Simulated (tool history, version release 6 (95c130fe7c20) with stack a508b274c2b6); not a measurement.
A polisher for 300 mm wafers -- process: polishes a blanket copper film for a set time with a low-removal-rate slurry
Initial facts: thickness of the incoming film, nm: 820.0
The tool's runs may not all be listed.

run	day	flow of slurry (ml/min)	pressure of the wafer on the pad (kPa)	speed of the pad under the wafer (m/s)	abrasive content of the slurry	polishing time (s)	film removed (angstrom)
1	0	170	20.7	1.42	1	41	1455.4
2	0.192	170	20.7	1.42	1	43	1528.8
3	0.288	170	20.7	1.42	1	43	1520.9
4	0.454	170	19.3	1.42	1	43	1385.2
5	0.704	170	18.6	1.42	1	43	1366.5
6	0.9	170	17.2	1.42	1	43	1253.5
7	1.267	170	16.5	1.42	1	43	1212.7
8	1.6	170	16.5	1.42	1	43	1206.4

Estimate the outcome of run 9 from the log above:
9	1.696	170	15.9	1.42	1	43	?

film removed (angstrom): 1167.6
